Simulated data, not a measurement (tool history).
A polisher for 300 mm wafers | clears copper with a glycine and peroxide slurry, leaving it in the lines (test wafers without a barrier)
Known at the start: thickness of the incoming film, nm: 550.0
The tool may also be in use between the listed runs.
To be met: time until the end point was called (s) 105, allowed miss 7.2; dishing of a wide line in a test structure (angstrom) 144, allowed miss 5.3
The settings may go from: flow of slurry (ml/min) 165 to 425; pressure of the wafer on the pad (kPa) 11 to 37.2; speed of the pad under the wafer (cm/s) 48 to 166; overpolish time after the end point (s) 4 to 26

run,hour,flow of slurry (ml/min),pressure of the wafer on the pad (kPa),speed of the pad under the wafer (cm/s),overpolish time after the end point (s),time until the end point was called (s),dishing of a wide line in a test structure (angstrom)
1,0,275,24.1,106,13,85.4,404.83
2,7.7,260,22.8,104,12,93.586,359.59
3,14.7,250,21.4,104,11,98.166,340.23
4,15.9,250,21.4,84,11,116.53,301.66
5,17.2,240,21.4,80,10,124.36,269.68
6,24.6,230,22.1,76,9,123.2,243.43
7,31.7,230,22.1,76,9,125.93,245.37
8,40.2,220,23.4,72,8,129.73,222.17
# hour 46.6: slurry nozzle cleaned
9,46.6,215,25.5,70,7,112.27,212.42

5 next moves are on the table. One of them brings every result within its allowed miss. Which?
A,53,215,24.8,68,4,?,?
B,53,280,26.9,60,5,?,?
C,53,200,31.7,50,4,?,?
D,53,165,24.1,74,4,?,?
E,53,170,34.5,60,4,?,?

move,time until the end point was called (s),dishing of a wide line in a test structure (angstrom)
A,120.47,130.24
B,120.94,158.36
C,128.01,123.69
D,120.34,130.2
E,105.99,145.75
A: takes the result that was furthest off past its target
B: nearer than the last run, and not there yet
C: takes the result that was furthest off past its target
D: takes the result that was furthest off past its target
E: meets every target
Answer: E
